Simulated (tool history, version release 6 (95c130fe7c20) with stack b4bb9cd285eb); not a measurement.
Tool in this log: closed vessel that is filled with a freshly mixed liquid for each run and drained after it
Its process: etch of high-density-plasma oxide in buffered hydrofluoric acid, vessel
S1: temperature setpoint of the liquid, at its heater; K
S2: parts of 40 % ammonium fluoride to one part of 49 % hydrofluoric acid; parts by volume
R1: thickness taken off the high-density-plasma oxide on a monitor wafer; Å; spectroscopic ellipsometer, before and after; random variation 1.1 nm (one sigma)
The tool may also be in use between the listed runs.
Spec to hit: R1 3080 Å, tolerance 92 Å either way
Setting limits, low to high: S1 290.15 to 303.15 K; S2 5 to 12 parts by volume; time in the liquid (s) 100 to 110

Run 1, day 0: S1 295.15 K, S2 7 parts by volume, time in the liquid (s) 100. Result: R1 2495.2 Å.
Run 2, day 0.121: S1 292.65 K, S2 7 parts by volume, time in the liquid (s) 100. Result: R1 2172.8 Å.
Run 3, day 0.329: S1 294.15 K, S2 7 parts by volume, time in the liquid (s) 100. Result: R1 2374.4 Å.
Run 4, day 0.692: S1 294.15 K, S2 7 parts by volume, time in the liquid (s) 110. Result: R1 2601.7 Å.
Run 5, day 0.829: S1 294.65 K, S2 7 parts by volume, time in the liquid (s) 110. Result: R1 2674 Å.
Run 6, day 0.954: S1 294.65 K, S2 7 parts by volume, time in the liquid (s) 110. Result: R1 2674.6 Å.
Run 7, day 1.233: S1 295.15 K, S2 7 parts by volume, time in the liquid (s) 110. Result: R1 2756.1 Å.
Run 8, day 1.6: S1 295.65 K, S2 7 parts by volume, time in the liquid (s) 110. Result: R1 2819.6 Å.
Run 9, day 1.867: S1 296.15 K, S2 7 parts by volume, time in the liquid (s) 110. Result: R1 2900.8 Å.

Exercise: of the 4 proposed moves below, exactly one satisfies all targets within the stated allowed misses. Which move is it?
Run A, day 2.133: S1 294.65 K, S2 6.5 parts by volume, time in the liquid (s) 110. Result: R1 ?.
Run B, day 2.133: S1 294.65 K, S2 6 parts by volume, time in the liquid (s) 100. Result: R1 ?.
Run C, day 2.133: S1 299.15 K, S2 8.5 parts by volume, time in the liquid (s) 105. Result: R1 ?.
Run D, day 2.133: S1 297.65 K, S2 6.5 parts by volume, time in the liquid (s) 100. Result: R1 ?.

move      R1
   A  2861.5
   B    2788
   C  2653.9
   D  3066.1
A: the biggest miss grows against the last run
B: the biggest miss grows against the last run
C: the biggest miss grows against the last run
D: each result inside its tolerance
The right move is D.
